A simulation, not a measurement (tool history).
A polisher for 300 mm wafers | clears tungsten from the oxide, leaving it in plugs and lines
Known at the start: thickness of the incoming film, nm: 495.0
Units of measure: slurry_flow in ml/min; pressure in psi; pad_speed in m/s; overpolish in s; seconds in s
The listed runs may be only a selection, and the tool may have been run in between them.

run  hour  slurry_flow  pressure  pad_speed  slurry_solids  overpolish  seconds
  1   0.0          190       4.3       1.16           1.00          22   74.314
  2   5.3          190       4.3       1.34           1.00          22   66.378
  3   6.6          190       4.3       1.34           1.00          24   65.679
  4  10.9          190       4.3       1.34           1.15          24   64.027
  5  12.5          205       4.3       1.34           1.15          24   64.205
  6  16.6          205       3.6       1.14           1.15          24   87.048
  7  21.9          205       3.1       1.00           1.15          24  115.360
  8  29.8          205       3.1       1.00           1.15          24  114.100
  9  38.6          200       2.7       0.94           1.15          24  136.800

Run 10 is up next; what results do you expect?
 10  43.8          185       2.5       0.92           1.15          24        ?

{"run 10": {"seconds": 150.15}}
